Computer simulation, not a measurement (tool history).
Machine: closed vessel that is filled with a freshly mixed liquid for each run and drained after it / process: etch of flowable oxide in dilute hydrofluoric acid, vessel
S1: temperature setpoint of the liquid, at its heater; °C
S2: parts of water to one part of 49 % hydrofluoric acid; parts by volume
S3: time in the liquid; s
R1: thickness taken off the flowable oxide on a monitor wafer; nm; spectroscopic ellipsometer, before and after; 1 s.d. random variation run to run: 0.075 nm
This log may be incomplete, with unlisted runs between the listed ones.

run	day	S1	S2	S3	R1
1	0.000	26.0	230	90	7.7299
2	0.300	26.0	150	90	12.8160
3	0.492	29.5	150	90	14.6900
4	0.688	29.0	150	90	14.4860
5	1.042	28.5	150	90	14.1090
6	1.088	28.5	150	95	14.9580

Run 7 is up next; what results do you expect?
7	1.454	28.0	150	95	?

{"run 7": {"R1": 14.755}}

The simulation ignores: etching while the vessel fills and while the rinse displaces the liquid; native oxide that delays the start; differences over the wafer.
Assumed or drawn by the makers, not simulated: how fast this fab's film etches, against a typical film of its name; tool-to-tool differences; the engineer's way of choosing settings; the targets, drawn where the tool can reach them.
